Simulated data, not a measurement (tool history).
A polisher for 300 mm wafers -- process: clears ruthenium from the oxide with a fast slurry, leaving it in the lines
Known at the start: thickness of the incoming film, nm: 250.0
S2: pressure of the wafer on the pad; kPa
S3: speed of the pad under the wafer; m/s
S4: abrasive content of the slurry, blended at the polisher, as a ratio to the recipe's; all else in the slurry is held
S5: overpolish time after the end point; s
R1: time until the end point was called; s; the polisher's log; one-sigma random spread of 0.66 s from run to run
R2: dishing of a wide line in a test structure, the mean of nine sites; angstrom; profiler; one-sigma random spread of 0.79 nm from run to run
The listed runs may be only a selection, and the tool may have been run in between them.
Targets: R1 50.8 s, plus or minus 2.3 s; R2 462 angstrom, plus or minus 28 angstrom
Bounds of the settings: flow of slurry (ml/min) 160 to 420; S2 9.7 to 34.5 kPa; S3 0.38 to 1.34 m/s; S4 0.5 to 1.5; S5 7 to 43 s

{"run": 1, "hour": 0.0, "flow of slurry (ml/min)": 270, "S2": 22.1, "S3": 0.86, "S4": 1, "S5": 22, "R1": 62.3, "R2": 649.88}
{"run": 2, "hour": 6.3, "flow of slurry (ml/min)": 270, "S2": 22.1, "S3": 0.86, "S4": 1.2, "S5": 22, "R1": 56.569, "R2": 680.04}
{"run": 3, "hour": 6.8, "flow of slurry (ml/min)": 270, "S2": 22.1, "S3": 0.86, "S4": 1.2, "S5": 20, "R1": 56.924, "R2": 625.22}
{"run": 4, "hour": 12.5, "flow of slurry (ml/min)": 270, "S2": 22.1, "S3": 1.04, "S4": 1.2, "S5": 20, "R1": 48.552, "R2": 738.39}
{"run": 5, "hour": 14.3, "flow of slurry (ml/min)": 270, "S2": 22.1, "S3": 1.04, "S4": 1.2, "S5": 19, "R1": 48.47, "R2": 677.52}
{"run": 6, "hour": 20.4, "flow of slurry (ml/min)": 270, "S2": 22.1, "S3": 1.04, "S4": 1.2, "S5": 28, "R1": 48.77, "R2": 934.4}
{"run": 7, "hour": 26.7, "flow of slurry (ml/min)": 270, "S2": 20.7, "S3": 1.04, "S4": 1.2, "S5": 18, "R1": 51.84, "R2": 643.74}
{"run": 8, "hour": 30.8, "flow of slurry (ml/min)": 270, "S2": 20.7, "S3": 1.04, "S4": 1.2, "S5": 17, "R1": 51.186, "R2": 612.73}
{"run": 9, "hour": 32.8, "flow of slurry (ml/min)": 270, "S2": 20.7, "S3": 1.04, "S4": 1.2, "S5": 16, "R1": 52.014, "R2": 587.76}
{"run": 10, "hour": 39.5, "flow of slurry (ml/min)": 270, "S2": 20.7, "S3": 1.04, "S4": 1.2, "S5": 15, "R1": 51.782, "R2": 534.92}

Which single option among these 5 for the next run brings every result within its allowed miss of target? Just one does.
{"run": "A", "hour": 46.2, "flow of slurry (ml/min)": 355, "S2": 20, "S3": 1.1, "S4": 1.15, "S5": 15, "R1": "?", "R2": "?"}
{"run": "B", "hour": 46.2, "flow of slurry (ml/min)": 250, "S2": 23.4, "S3": 1.04, "S4": 1, "S5": 19, "R1": "?", "R2": "?"}
{"run": "C", "hour": 46.2, "flow of slurry (ml/min)": 265, "S2": 19.3, "S3": 1.12, "S4": 1.4, "S5": 17, "R1": "?", "R2": "?"}
{"run": "D", "hour": 46.2, "flow of slurry (ml/min)": 320, "S2": 24.1, "S3": 0.86, "S4": 1.25, "S5": 12, "R1": "?", "R2": "?"}
{"run": "E", "hour": 46.2, "flow of slurry (ml/min)": 335, "S2": 21.4, "S3": 0.94, "S4": 1.3, "S5": 17, "R1": "?", "R2": "?"}

move=A R1=51.483 R2=566.99
move=B R1=50.749 R2=694.69
move=C R1=49.729 R2=646.2
move=D R1=51.331 R2=470.45
move=E R1=52.643 R2=617.09
A: moves away from the targets compared with the last run
B: moves away from the targets compared with the last run
C: moves away from the targets compared with the last run
D: hits every target within its allowed miss
E: moves away from the targets compared with the last run
So the answer is move D, the one that meets all the targets.
